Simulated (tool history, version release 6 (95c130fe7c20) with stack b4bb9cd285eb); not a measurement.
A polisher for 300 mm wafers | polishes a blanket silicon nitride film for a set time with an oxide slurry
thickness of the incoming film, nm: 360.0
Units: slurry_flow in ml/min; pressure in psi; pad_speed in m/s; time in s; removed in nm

run 1 hour=0.0 | slurry_flow=215 pressure=3.7 pad_speed=1.14 slurry_solids=1.00 time=20 | removed=13.7910
run 2 hour=5.2 | slurry_flow=210 pressure=3.2 pad_speed=1.14 slurry_solids=1.00 time=20 | removed=12.1090
run 3 hour=11.1 | slurry_flow=210 pressure=2.8 pad_speed=1.12 slurry_solids=1.00 time=20 | removed=10.8020
run 4 hour=15.2 | slurry_flow=210 pressure=2.8 pad_speed=1.28 slurry_solids=1.00 time=20 | removed=11.8460
run 5 hour=22.6 | slurry_flow=210 pressure=2.8 pad_speed=1.28 slurry_solids=0.85 time=20 | removed=10.8140
run 6 hour=27.5 | slurry_flow=185 pressure=2.8 pad_speed=1.28 slurry_solids=0.85 time=20 | removed=10.8310

Run 7 comes next. What will it give?
run 7 hour=29.0 | slurry_flow=185 pressure=2.5 pad_speed=1.26 slurry_solids=0.85 time=20 | removed=?

Run 7 gave removed 9.6115 nm.
